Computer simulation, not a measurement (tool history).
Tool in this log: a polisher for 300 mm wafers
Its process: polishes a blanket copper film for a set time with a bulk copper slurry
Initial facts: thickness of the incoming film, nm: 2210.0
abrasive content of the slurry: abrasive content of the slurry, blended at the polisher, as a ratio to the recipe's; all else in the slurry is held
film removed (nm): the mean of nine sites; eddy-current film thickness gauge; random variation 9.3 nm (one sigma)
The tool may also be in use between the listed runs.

| run | hour | flow of slurry (ml/min) | pressure of the wafer on the pad (psi) | speed of the pad under the wafer (m/s) | abrasive content of the slurry | polishing time (s) | film removed (nm) |
|---|---|---|---|---|---|---|---|
| 1 | 0.0 | 175 | 2.9 | 0.88 | 1.0 | 56 | 442.12 |
| 2 | 1.0 | 175 | 2.9 | 0.74 | 1.0 | 56 | 375.86 |
| 3 | 4.8 | 175 | 2.9 | 0.96 | 1.0 | 56 | 485.37 |
| 4 | 6.8 | 175 | 2.9 | 0.96 | 1.0 | 56 | 475.29 |
| 5 | 8.4 | 175 | 2.9 | 0.96 | 1.0 | 56 | 482.76 |
|  | 13.2 | slurry blender recalibrated |
| 6 | 13.2 | 175 | 2.9 | 0.96 | 1.0 | 56 | 502.94 |

For run 7, what comes out?
| 7 | 15.8 | 175 | 3.3 | 0.96 | 1.0 | 56 | ? |

For run 7 the tool returned film removed (nm) 567.31.

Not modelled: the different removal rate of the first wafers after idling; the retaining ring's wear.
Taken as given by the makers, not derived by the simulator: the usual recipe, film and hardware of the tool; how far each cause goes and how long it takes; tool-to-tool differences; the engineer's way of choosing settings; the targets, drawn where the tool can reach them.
